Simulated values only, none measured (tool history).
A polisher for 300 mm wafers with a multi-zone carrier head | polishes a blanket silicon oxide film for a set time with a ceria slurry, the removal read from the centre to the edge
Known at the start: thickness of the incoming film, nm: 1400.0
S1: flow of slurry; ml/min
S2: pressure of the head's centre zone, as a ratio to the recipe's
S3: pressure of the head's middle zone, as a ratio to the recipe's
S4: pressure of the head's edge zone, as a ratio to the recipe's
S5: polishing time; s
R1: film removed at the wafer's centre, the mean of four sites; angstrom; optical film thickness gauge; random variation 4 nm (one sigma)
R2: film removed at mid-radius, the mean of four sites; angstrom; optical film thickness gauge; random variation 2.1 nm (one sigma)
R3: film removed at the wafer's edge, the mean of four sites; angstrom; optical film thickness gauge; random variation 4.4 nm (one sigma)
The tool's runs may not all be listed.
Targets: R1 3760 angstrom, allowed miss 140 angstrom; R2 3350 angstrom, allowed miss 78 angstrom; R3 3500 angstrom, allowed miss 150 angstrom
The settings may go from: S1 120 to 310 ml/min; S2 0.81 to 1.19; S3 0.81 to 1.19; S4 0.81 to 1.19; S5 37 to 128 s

run 1 hour=0 | S1=200 S2=1 S3=1 S4=1 S5=82 | R1=4499 R2=4348.1 R3=4375.7
run 2 hour=4.7 | S1=200 S2=1 S3=1 S4=0.92 S5=82 | R1=4394.8 R2=4386.5 R3=4295.4
run 3 hour=12.8 | S1=200 S2=0.96 S3=1 S4=0.92 S5=82 | R1=4301.1 R2=4358.1 R3=4275.6
run 4 hour=16 | S1=200 S2=0.98 S3=0.98 S4=0.9 S5=79 | R1=4113.9 R2=4144.3 R3=4019.2
run 5 hour=18.7 | S1=200 S2=0.98 S3=1.04 S4=0.9 S5=79 | R1=4258 R2=4390 R3=4109.9
run 6 hour=25.9 | S1=195 S2=1 S3=0.99 S4=0.89 S5=78 | R1=4174.8 R2=4143.4 R3=3977.7
run 7 hour=30.3 | S1=190 S2=1.01 S3=0.95 S4=0.88 S5=77 | R1=4185.9 R2=3868.9 R3=3888.5
run 8 hour=33.9 | S1=150 S2=0.97 S3=0.88 S4=0.81 S5=72 | R1=3574.8 R2=3277.5 R3=3438.4
run 9 hour=42.3 | S1=155 S2=0.98 S3=0.88 S4=0.81 S5=72 | R1=3630.5 R2=3304.4 R3=3422.7

4 next moves are on the table. One of them brings every result within its allowed miss. Which?
run A hour=50.7 | S1=200 S2=0.98 S3=0.86 S4=0.81 S5=71 | R1=? R2=? R3=?
run B hour=50.7 | S1=185 S2=0.98 S3=0.97 S4=0.81 S5=66 | R1=? R2=? R3=?
run C hour=50.7 | S1=205 S2=0.95 S3=0.88 S4=0.88 S5=65 | R1=? R2=? R3=?
run D hour=50.7 | S1=170 S2=0.98 S3=0.94 S4=0.81 S5=71 | R1=? R2=? R3=?

move=A R1=3765 R2=3361 R3=3488.2
move=B R1=3452.2 R2=3409 R3=3207.1
move=C R1=3355.4 R2=3148.1 R3=3322
move=D R1=3649 R2=3517.3 R3=3412.7
A: meets every target
B: further off than the last run
C: further off than the last run
D: brings the result that was furthest off to its target, and leaves another outside
Move A is the one to make.
